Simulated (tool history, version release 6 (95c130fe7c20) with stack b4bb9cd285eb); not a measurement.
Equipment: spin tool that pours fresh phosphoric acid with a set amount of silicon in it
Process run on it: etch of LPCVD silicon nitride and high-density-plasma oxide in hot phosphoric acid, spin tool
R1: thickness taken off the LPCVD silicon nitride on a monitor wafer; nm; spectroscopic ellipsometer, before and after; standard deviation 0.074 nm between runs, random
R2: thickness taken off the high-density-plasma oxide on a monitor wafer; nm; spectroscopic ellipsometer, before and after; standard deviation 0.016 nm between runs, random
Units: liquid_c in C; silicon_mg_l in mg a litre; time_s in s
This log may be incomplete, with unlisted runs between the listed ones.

run 1 hour=0 | liquid_c=164 silicon_mg_l=16 time_s=130 | R1=14.496 R2=0.66919
run 2 hour=1.5 | liquid_c=164 silicon_mg_l=19 time_s=135 | R1=15.075 R2=0.66085
run 3 hour=6.1 | liquid_c=162.5 silicon_mg_l=19 time_s=135 | R1=14.327 R2=0.60583
run 4 hour=11.7 | liquid_c=162.5 silicon_mg_l=21.5 time_s=140 | R1=14.817 R2=0.54912
run 5 hour=15.5 | liquid_c=163 silicon_mg_l=23.5 time_s=145 | R1=15.588 R2=0.60454
run 6 hour=22.7 | liquid_c=164 silicon_mg_l=23.5 time_s=145 | R1=16.299 R2=0.61589
run 7 hour=29.4 | liquid_c=164 silicon_mg_l=25.5 time_s=145 | R1=16.192 R2=0.55667
run 8 hour=36.2 | liquid_c=164 silicon_mg_l=25.5 time_s=145 | R1=16.204 R2=0.57238
run 9 hour=38.4 | liquid_c=164 silicon_mg_l=25.5 time_s=145 | R1=16.128 R2=0.57872
-- hour=40.2 dissolved silicon flow meter replaced
run 10 hour=40.2 | liquid_c=164 silicon_mg_l=27 time_s=150 | R1=16.745 R2=0.55542
run 11 hour=42 | liquid_c=164.5 silicon_mg_l=28.5 time_s=150 | R1=16.956 R2=0.55069
run 12 hour=48.3 | liquid_c=165 silicon_mg_l=29.5 time_s=150 | R1=17.347 R2=0.51096
run 13 hour=56.5 | liquid_c=165.5 silicon_mg_l=30 time_s=150 | R1=17.588 R2=0.52239
run 14 hour=61.5 | liquid_c=166 silicon_mg_l=30.5 time_s=150 | R1=17.948 R2=0.58358
run 15 hour=62.8 | liquid_c=166 silicon_mg_l=31.5 time_s=150 | R1=17.829 R2=0.51605
run 16 hour=69.1 | liquid_c=166 silicon_mg_l=32 time_s=150 | R1=17.89 R2=0.53524
run 17 hour=72.9 | liquid_c=166 silicon_mg_l=32.5 time_s=150 | R1=17.872 R2=0.50123
run 18 hour=80.2 | liquid_c=166 silicon_mg_l=33 time_s=150 | R1=17.96 R2=0.51201

The next listed run, before its measurement:
run 19 hour=83.3 | liquid_c=166 silicon_mg_l=33.5 time_s=150 | R1=? R2=?

Run 19 produced R1 17.906 nm, R2 0.4698 nm.
